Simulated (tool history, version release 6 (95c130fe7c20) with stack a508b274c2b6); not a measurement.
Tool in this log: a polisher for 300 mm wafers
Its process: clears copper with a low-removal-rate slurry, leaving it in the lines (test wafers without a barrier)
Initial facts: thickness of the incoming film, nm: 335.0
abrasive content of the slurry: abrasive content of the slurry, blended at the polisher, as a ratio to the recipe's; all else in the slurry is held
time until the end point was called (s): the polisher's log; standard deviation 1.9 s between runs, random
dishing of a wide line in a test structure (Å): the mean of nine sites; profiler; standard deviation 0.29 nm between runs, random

| run | hour | flow of slurry (ml/min) | pressure of the wafer on the pad (psi) | speed of the pad under the wafer (cm/s) | abrasive content of the slurry | overpolish time after the end point (s) | time until the end point was called (s) | dishing of a wide line in a test structure (Å) |
|---|---|---|---|---|---|---|---|---|
| 1 | 0 | 290 | 2 | 110 | 1 | 18 | 146.27 | 325.96 |
| 2 | 7.6 | 290 | 2 | 110 | 1 | 15 | 149.86 | 279.97 |
| 3 | 16.2 | 290 | 2 | 110 | 1 | 19 | 150.25 | 339.6 |
| 4 | 20.7 | 290 | 2 | 110 | 0.85 | 19 | 152.87 | 332.2 |
| 5 | 28.6 | 290 | 2 | 110 | 0.85 | 16 | 154.41 | 288.82 |
| 6 | 36.3 | 290 | 2 | 110 | 0.85 | 19 | 151.78 | 324.03 |

Predict the results of run 7:
| 7 | 43.3 | 290 | 2.1 | 110 | 0.75 | 16 | ? | ? |

Run 7 came out at time until the end point was called (s) 152.27, dishing of a wide line in a test structure (Å) 291.47.

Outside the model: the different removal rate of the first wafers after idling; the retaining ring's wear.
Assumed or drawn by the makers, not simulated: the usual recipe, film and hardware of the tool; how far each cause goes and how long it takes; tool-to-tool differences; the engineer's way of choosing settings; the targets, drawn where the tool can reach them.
